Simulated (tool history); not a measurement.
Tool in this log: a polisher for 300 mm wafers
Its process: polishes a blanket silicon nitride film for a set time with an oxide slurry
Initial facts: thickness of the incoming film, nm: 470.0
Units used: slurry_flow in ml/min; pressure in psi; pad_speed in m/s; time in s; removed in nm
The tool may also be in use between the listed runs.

run,hour,slurry_flow,pressure,pad_speed,slurry_solids,time,removed
1,0.0,290,4.7,1.10,1.00,67,71.176
2,8.4,290,4.7,1.36,1.00,67,83.428
3,10.1,290,4.2,1.36,1.00,67,79.325
4,18.2,290,3.9,1.22,0.95,67,65.012
5,20.3,290,3.9,1.22,0.95,67,64.583
6,24.7,290,4.8,1.22,0.95,67,78.225
7,33.0,290,4.4,1.14,0.95,67,68.292

Run 8 has not been measured yet. What should we expect?
8,39.7,290,4.0,1.06,0.95,67,?

Logged for run 8: removed 60.370 nm.

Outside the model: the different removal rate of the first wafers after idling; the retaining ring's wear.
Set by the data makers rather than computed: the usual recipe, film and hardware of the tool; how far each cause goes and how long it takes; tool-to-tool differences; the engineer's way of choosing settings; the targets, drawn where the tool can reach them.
